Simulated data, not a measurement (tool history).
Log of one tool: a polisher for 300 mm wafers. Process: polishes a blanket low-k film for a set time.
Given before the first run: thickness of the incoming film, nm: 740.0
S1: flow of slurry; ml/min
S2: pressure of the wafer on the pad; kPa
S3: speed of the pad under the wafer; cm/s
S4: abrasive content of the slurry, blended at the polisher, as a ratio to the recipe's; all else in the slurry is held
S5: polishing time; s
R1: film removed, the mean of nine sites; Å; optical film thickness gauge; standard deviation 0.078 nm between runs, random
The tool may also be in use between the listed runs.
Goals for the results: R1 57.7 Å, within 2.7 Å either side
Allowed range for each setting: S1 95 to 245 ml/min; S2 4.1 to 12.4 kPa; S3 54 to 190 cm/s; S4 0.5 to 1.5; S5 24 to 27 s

run 1 hour=0 | S1=155 S2=8.3 S3=122 S4=1 S5=27 | R1=94.25
run 2 hour=3.5 | S1=155 S2=8.3 S3=122 S4=1 S5=27 | R1=92.887
run 3 hour=10.5 | S1=155 S2=6.9 S3=120 S4=1 S5=27 | R1=76.384
run 4 hour=18.4 | S1=155 S2=6.9 S3=134 S4=1 S5=27 | R1=83.797
run 5 hour=24.1 | S1=185 S2=6.9 S3=134 S4=1 S5=27 | R1=88.491
run 6 hour=27.7 | S1=185 S2=6.9 S3=134 S4=0.9 S5=27 | R1=83.282
run 7 hour=32.8 | S1=180 S2=6.2 S3=134 S4=0.9 S5=27 | R1=70.732
run 8 hour=37 | S1=180 S2=6.2 S3=134 S4=0.9 S5=27 | R1=73.191
run 9 hour=42.3 | S1=170 S2=5.5 S3=134 S4=0.9 S5=27 | R1=64.951
run 10 hour=43.8 | S1=165 S2=5.5 S3=134 S4=0.9 S5=27 | R1=64.415
run 11 hour=51.4 | S1=160 S2=5.5 S3=134 S4=0.9 S5=27 | R1=61.821
run 12 hour=55.2 | S1=140 S2=4.8 S3=134 S4=0.9 S5=27 | R1=53.744
run 13 hour=56.1 | S1=145 S2=4.8 S3=134 S4=0.9 S5=27 | R1=54.1

5 candidate next runs follow, results not yet known. Just one meets every target within its allowed miss. Identify it.
run A hour=57 | S1=135 S2=4.8 S3=136 S4=0.85 S5=27 | R1=?
run B hour=57 | S1=175 S2=4.1 S3=144 S4=1.05 S5=25 | R1=?
run C hour=57 | S1=170 S2=6.2 S3=102 S4=0.85 S5=27 | R1=?
run D hour=57 | S1=95 S2=4.8 S3=160 S4=0.9 S5=24 | R1=?
run E hour=57 | S1=140 S2=4.8 S3=140 S4=0.85 S5=25 | R1=?

move=A R1=54.351
move=B R1=53.939
move=C R1=59.009
move=D R1=51.304
move=E R1=51.773
A: closer than the last run, but not yet in spec
B: as far off as the last run
C: all results land within tolerance of their targets
D: lands further from the targets than the last run did
E: lands further from the targets than the last run did
The right move is C.
